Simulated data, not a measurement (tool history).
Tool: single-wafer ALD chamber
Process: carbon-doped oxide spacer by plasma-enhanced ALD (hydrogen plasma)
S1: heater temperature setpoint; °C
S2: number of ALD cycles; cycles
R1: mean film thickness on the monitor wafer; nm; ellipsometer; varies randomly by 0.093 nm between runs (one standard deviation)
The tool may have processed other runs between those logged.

Run 1, day 0.000: S1 415 °C, S2 513 cycles. Result: R1 21.578 nm.
Run 2, day 0.221: S1 410 °C, S2 513 cycles. Result: R1 22.000 nm.
Run 3, day 0.533: S1 410 °C, S2 544 cycles. Result: R1 23.248 nm.
Run 4, day 0.583: S1 412 °C, S2 513 cycles. Result: R1 21.839 nm.
Run 5, day 0.696: S1 402 °C, S2 513 cycles. Result: R1 22.618 nm.
Run 6, day 0.854: S1 405 °C, S2 487 cycles. Result: R1 21.101 nm.
Run 7, day 0.942: S1 407 °C, S2 469 cycles. Result: R1 20.175 nm.
Run 8, day 1.188: S1 409 °C, S2 456 cycles. Result: R1 19.763 nm.

Estimate the outcome of run 9 from the log above:
Run 9, day 1.508: S1 410 °C, S2 443 cycles. Result: R1 ?.

R1: 18.923 nm
